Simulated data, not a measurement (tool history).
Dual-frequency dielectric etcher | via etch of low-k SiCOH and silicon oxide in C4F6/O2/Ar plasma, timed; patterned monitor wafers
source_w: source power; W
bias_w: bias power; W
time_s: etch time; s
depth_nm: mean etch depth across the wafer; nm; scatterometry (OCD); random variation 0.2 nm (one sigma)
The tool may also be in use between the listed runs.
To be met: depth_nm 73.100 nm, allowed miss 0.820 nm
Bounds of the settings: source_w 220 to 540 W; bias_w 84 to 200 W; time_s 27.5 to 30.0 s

Run 1, hour 0.0: source_w 380 W, bias_w 142 W, time_s 30.0 s. Result: depth_nm 62.696 nm.
Run 2, hour 2.5: source_w 380 W, bias_w 142 W, time_s 30.0 s. Result: depth_nm 62.778 nm.
Run 3, hour 7.2: source_w 320 W, bias_w 142 W, time_s 30.0 s. Result: depth_nm 58.754 nm.
Run 4, hour 15.9: source_w 320 W, bias_w 133 W, time_s 30.0 s. Result: depth_nm 57.039 nm.
Run 5, hour 19.4: source_w 390 W, bias_w 134 W, time_s 30.0 s. Result: depth_nm 61.923 nm.
Run 6, hour 25.9: source_w 340 W, bias_w 134 W, time_s 30.0 s. Result: depth_nm 58.805 nm.
Run 7, hour 27.3: source_w 420 W, bias_w 145 W, time_s 30.0 s. Result: depth_nm 65.860 nm.
Run 8, hour 32.2: source_w 450 W, bias_w 146 W, time_s 30.0 s. Result: depth_nm 67.522 nm.
Run 9, hour 36.5: source_w 480 W, bias_w 147 W, time_s 30.0 s. Result: depth_nm 69.703 nm.
Run 10, hour 44.1: source_w 500 W, bias_w 147 W, time_s 30.0 s. Result: depth_nm 70.835 nm.
Run 11, hour 49.5: source_w 510 W, bias_w 147 W, time_s 30.0 s. Result: depth_nm 71.101 nm.
Run 12, hour 58.2: source_w 520 W, bias_w 147 W, time_s 30.0 s. Result: depth_nm 71.988 nm.
Run 13, hour 61.7: source_w 530 W, bias_w 147 W, time_s 30.0 s. Result: depth_nm 72.210 nm.

4 next moves are on the table. One of them brings every result within its allowed miss. Which?
Run A, hour 65.2: source_w 540 W, bias_w 159 W, time_s 30.0 s. Result: depth_nm ?.
Run B, hour 65.2: source_w 540 W, bias_w 142 W, time_s 29.5 s. Result: depth_nm ?.
Run C, hour 65.2: source_w 540 W, bias_w 160 W, time_s 28.5 s. Result: depth_nm ?.
Run D, hour 65.2: source_w 540 W, bias_w 169 W, time_s 28.5 s. Result: depth_nm ?.

move  depth_nm
   A    74.656
   B    70.290
   C    71.094
   D    72.609
A: takes the result that was furthest off past its target
B: further off than the last run
C: further off than the last run
D: meets every target
Move D is the one to make.
